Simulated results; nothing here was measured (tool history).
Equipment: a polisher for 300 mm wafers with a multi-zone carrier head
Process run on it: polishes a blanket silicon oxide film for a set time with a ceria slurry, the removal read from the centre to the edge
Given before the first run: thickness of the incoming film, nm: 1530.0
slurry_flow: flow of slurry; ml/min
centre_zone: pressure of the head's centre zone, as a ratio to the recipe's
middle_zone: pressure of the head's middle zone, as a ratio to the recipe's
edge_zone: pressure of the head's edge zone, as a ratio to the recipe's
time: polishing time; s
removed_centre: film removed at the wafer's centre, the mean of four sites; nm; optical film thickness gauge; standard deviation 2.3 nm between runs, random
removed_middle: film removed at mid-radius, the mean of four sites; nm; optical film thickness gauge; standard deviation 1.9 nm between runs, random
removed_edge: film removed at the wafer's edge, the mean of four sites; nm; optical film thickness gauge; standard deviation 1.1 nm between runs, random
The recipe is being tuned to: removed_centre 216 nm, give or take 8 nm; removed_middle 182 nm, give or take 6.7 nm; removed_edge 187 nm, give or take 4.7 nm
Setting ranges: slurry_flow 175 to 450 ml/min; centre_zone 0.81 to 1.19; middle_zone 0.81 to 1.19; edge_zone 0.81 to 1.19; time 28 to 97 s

| run | hour | slurry_flow | centre_zone | middle_zone | edge_zone | time | removed_centre | removed_middle | removed_edge |
|---|---|---|---|---|---|---|---|---|---|
| 1 | 0 | 290 | 1 | 1 | 1 | 62 | 218.19 | 212.65 | 218.82 |
| 2 | 3.5 | 245 | 1 | 1 | 1 | 62 | 213.71 | 204.2 | 215.52 |
| 3 | 4.8 | 245 | 1 | 1 | 1.08 | 62 | 211.16 | 202.67 | 221.69 |
| 4 | 11.2 | 245 | 1 | 1 | 1.12 | 62 | 213.99 | 207.11 | 224.15 |
| 5 | 15.8 | 245 | 0.97 | 1 | 1.12 | 62 | 207.06 | 207.04 | 225.56 |
| 6 | 20 | 245 | 0.99 | 1 | 1.09 | 61 | 211.74 | 203.47 | 218.26 |
|  | 27.8 | worn pad replaced by a new one |
| 7 | 27.8 | 245 | 1.01 | 1 | 1.07 | 60 | 223.13 | 214.89 | 231.22 |
| 8 | 36.4 | 280 | 1.01 | 0.98 | 1.03 | 60 | 230.12 | 220.19 | 231.67 |
| 9 | 42 | 265 | 1.03 | 0.99 | 1 | 59 | 230.81 | 218.45 | 224.54 |
| 10 | 45.2 | 270 | 1.08 | 0.9 | 0.9 | 50 | 202.6 | 168.03 | 183.9 |
| 11 | 47.7 | 280 | 1.08 | 0.91 | 0.9 | 50 | 205.43 | 170.32 | 182.59 |
| 12 | 54.7 | 290 | 1.08 | 0.91 | 0.9 | 50 | 204.31 | 167.01 | 184.43 |
| 13 | 59 | 290 | 1.09 | 0.92 | 0.9 | 50 | 209.26 | 171.64 | 183.94 |
| 14 | 60.3 | 295 | 1.09 | 0.93 | 0.9 | 50 | 211.03 | 170.14 | 182.41 |
| 15 | 64.3 | 295 | 1.09 | 0.94 | 0.91 | 50 | 206.62 | 174.36 | 183.63 |
| 16 | 65.1 | 300 | 1.09 | 0.94 | 0.91 | 50 | 209.38 | 175.32 | 182.9 |

Of the 5 settings listed for the next run, only one would bring every result within its allowed miss of target. Which one?
| A | 65.9 | 245 | 1.16 | 0.86 | 0.88 | 51 | ? | ? | ? |
| B | 65.9 | 410 | 1.1 | 1 | 0.91 | 46 | ? | ? | ? |
| C | 65.9 | 305 | 1.01 | 1 | 0.85 | 51 | ? | ? | ? |
| D | 65.9 | 305 | 1.06 | 0.97 | 0.89 | 49 | ? | ? | ? |
| E | 65.9 | 275 | 1.11 | 0.95 | 0.89 | 52 | ? | ? | ? |

| move | removed_centre | removed_middle | removed_edge |
|---|---|---|---|
| A | 220.39 | 165.73 | 182.66 |
| B | 200.07 | 178.68 | 173.46 |
| C | 198.22 | 193.08 | 183.44 |
| D | 199.64 | 180.76 | 179.55 |
| E | 218.84 | 186.29 | 188.93 |
A: further off than the last run
B: brings the result that was furthest off to its target, and leaves another outside
C: pushes the last run's worst result past its target
D: brings the result that was furthest off to its target, and leaves another outside
E: hits every target within its allowed miss
So the answer is move E, the one that meets all the targets.
